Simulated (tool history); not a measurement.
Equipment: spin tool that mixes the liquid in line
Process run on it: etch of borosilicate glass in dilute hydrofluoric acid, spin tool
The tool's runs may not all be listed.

run	hour	temperature setpoint of the liquid (K)	parts of water to one part of 49 % hydrofluoric acid (parts by volume)	time under the liquid (s)	thickness taken off the borosilicate glass on a monitor wafer (nm)
1	0.0	295.15	280	315	18.615
2	1.6	296.65	240	315	23.658
3	9.3	296.65	240	315	23.773
4	15.3	296.65	295	315	18.204
5	17.2	298.15	255	315	23.256
6	18.9	298.15	255	315	23.287
7	21.5	299.15	225	315	28.159
8	24.7	300.15	200	315	33.879
9	25.9	300.65	185	315	37.673
10	29.7	303.15	100	315	86.365

The next listed run, before its measurement:
11	38.4	299.15	100	315	?

{"run 11": {"thickness taken off the borosilicate glass on a monitor wafer (nm)": 73.41}}
